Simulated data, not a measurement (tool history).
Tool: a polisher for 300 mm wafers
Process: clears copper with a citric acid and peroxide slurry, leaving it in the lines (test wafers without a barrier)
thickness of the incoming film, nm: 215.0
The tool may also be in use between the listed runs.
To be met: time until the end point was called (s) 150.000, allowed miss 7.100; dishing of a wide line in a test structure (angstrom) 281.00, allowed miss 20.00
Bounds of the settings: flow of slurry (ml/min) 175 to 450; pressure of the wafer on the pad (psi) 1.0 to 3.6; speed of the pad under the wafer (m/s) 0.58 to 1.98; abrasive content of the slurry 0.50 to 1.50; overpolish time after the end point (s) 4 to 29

| run | hour | flow of slurry (ml/min) | pressure of the wafer on the pad (psi) | speed of the pad under the wafer (m/s) | abrasive content of the slurry | overpolish time after the end point (s) | time until the end point was called (s) | dishing of a wide line in a test structure (angstrom) |
|---|---|---|---|---|---|---|---|---|
| 1 | 0.0 | 290 | 2.3 | 1.28 | 1.00 | 15 | 95.380 | 254.19 |
| 2 | 4.9 | 290 | 2.3 | 1.28 | 0.90 | 15 | 97.534 | 248.41 |
| 3 | 7.1 | 290 | 2.1 | 1.28 | 0.90 | 16 | 107.260 | 236.69 |
| 4 | 13.6 | 290 | 2.0 | 1.28 | 0.90 | 18 | 112.850 | 260.15 |
| 5 | 15.4 | 290 | 2.0 | 1.58 | 0.90 | 18 | 98.374 | 299.04 |
| 6 | 18.2 | 325 | 2.0 | 1.58 | 0.90 | 18 | 97.331 | 283.58 |
| 7 | 26.2 | 320 | 1.9 | 1.58 | 0.90 | 19 | 102.560 | 289.84 |
| 8 | 34.5 | 320 | 1.3 | 1.54 | 0.90 | 25 | 151.600 | 252.60 |
| 9 | 37.3 | 320 | 1.4 | 1.54 | 0.90 | 27 | 139.630 | 292.18 |

5 next moves are on the table. One of them brings every result within its allowed miss. Which?
| A | 40.1 | 290 | 1.4 | 1.62 | 1.00 | 26 | ? | ? |
| B | 40.1 | 330 | 1.7 | 1.58 | 0.65 | 22 | ? | ? |
| C | 40.1 | 270 | 1.4 | 1.88 | 0.70 | 22 | ? | ? |
| D | 40.1 | 380 | 1.5 | 1.60 | 0.75 | 25 | ? | ? |
| E | 40.1 | 385 | 1.5 | 1.56 | 0.55 | 28 | ? | ? |

| move | time until the end point was called (s) | dishing of a wide line in a test structure (angstrom) |
|---|---|---|
| A | 127.380 | 300.60 |
| B | 121.770 | 275.19 |
| C | 128.700 | 260.60 |
| D | 128.550 | 290.36 |
| E | 145.370 | 288.16 |
A: further off than the last run
B: further off than the last run
C: further off than the last run
D: further off than the last run
E: meets every target
Move E is the one to make.
